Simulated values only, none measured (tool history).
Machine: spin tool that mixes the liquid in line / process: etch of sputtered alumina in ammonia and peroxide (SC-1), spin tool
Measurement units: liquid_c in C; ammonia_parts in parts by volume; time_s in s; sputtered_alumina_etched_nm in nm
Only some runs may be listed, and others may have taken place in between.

run,hour,liquid_c,ammonia_parts,time_s,sputtered_alumina_etched_nm
1,0,56,0.85,70,8.8014
2,1.8,58,0.85,70,9.8205
3,4.4,58,1,70,9.9357
4,11.6,58,0.8,70,9.715
5,13.3,58,0.55,70,9.3351
6,17.1,58,0.4,70,9.0139
7,19.2,59.5,0.4,70,9.7634

Run 8 comes next. What will it give?
8,28.1,61,0.4,70,?

sputtered_alumina_etched_nm: 10.463 nm

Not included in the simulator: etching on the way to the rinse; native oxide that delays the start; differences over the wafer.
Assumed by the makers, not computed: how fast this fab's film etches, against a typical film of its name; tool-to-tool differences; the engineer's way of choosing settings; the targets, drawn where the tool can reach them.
